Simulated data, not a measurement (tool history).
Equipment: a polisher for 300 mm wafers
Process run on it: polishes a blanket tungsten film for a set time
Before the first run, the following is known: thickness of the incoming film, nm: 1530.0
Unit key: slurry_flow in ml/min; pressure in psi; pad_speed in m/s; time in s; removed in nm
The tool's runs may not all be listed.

run 1 day=0 | slurry_flow=150 pressure=4.7 pad_speed=0.94 slurry_solids=1 time=37 | removed=240.04
run 2 day=0.112 | slurry_flow=145 pressure=4.3 pad_speed=0.94 slurry_solids=1 time=37 | removed=220.56
run 3 day=0.196 | slurry_flow=140 pressure=4 pad_speed=0.94 slurry_solids=1 time=37 | removed=202.93
run 4 day=0.325 | slurry_flow=135 pressure=3.8 pad_speed=0.94 slurry_solids=1 time=37 | removed=193.42
run 5 day=0.567 | slurry_flow=130 pressure=3.6 pad_speed=0.94 slurry_solids=1 time=37 | removed=180.98
run 6 day=0.738 | slurry_flow=125 pressure=3.5 pad_speed=0.94 slurry_solids=1 time=37 | removed=174.14
run 7 day=1.033 | slurry_flow=120 pressure=3.4 pad_speed=0.94 slurry_solids=1 time=37 | removed=167.76
run 8 day=1.354 | slurry_flow=115 pressure=3.3 pad_speed=0.94 slurry_solids=1 time=37 | removed=160.26
run 9 day=1.404 | slurry_flow=110 pressure=3.3 pad_speed=0.94 slurry_solids=1 time=37 | removed=160.71

For run 10, what comes out?
run 10 day=1.708 | slurry_flow=105 pressure=3.3 pad_speed=0.94 slurry_solids=1 time=37 | removed=?

removed: 157.38 nm
